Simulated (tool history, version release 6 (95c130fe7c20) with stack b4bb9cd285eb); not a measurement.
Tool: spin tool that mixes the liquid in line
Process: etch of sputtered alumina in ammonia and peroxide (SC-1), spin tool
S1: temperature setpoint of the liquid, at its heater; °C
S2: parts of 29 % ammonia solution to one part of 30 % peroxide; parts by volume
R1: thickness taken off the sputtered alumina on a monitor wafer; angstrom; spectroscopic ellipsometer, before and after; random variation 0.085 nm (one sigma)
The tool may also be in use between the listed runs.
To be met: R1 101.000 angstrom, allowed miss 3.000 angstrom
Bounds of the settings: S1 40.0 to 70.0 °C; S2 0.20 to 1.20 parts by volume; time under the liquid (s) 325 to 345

Run 1, hour 0.0: S1 56.0 °C, S2 0.80 parts by volume, time under the liquid (s) 325. Result: R1 202.980 angstrom.
Run 2, hour 2.5: S1 56.0 °C, S2 0.80 parts by volume, time under the liquid (s) 345. Result: R1 216.420 angstrom.
Run 3, hour 3.7: S1 62.0 °C, S2 0.80 parts by volume, time under the liquid (s) 345. Result: R1 296.670 angstrom.
Run 4, hour 7.7: S1 56.5 °C, S2 0.80 parts by volume, time under the liquid (s) 345. Result: R1 226.820 angstrom.
Run 5, hour 8.8: S1 56.5 °C, S2 0.80 parts by volume, time under the liquid (s) 345. Result: R1 221.530 angstrom.
Run 6, hour 11.1: S1 51.5 °C, S2 0.80 parts by volume, time under the liquid (s) 345. Result: R1 170.090 angstrom.
Run 7, hour 19.5: S1 48.0 °C, S2 0.80 parts by volume, time under the liquid (s) 345. Result: R1 141.860 angstrom.
Run 8, hour 28.4: S1 40.5 °C, S2 0.80 parts by volume, time under the liquid (s) 345. Result: R1 91.655 angstrom.

Which of these 4 next moves meets every target?
Run A, hour 37.3: S1 42.5 °C, S2 0.95 parts by volume, time under the liquid (s) 345. Result: R1 ?.
Run B, hour 37.3: S1 43.5 °C, S2 0.65 parts by volume, time under the liquid (s) 325. Result: R1 ?.
Run C, hour 37.3: S1 43.0 °C, S2 0.90 parts by volume, time under the liquid (s) 345. Result: R1 ?.
Run D, hour 37.3: S1 43.5 °C, S2 0.85 parts by volume, time under the liquid (s) 330. Result: R1 ?.

move       R1
   A  105.170
   B  101.230
   C  107.700
   D  105.450
A: takes the result that was furthest off past its target
B: meets every target
C: takes the result that was furthest off past its target
D: takes the result that was furthest off past its target
Move B is the one to make.
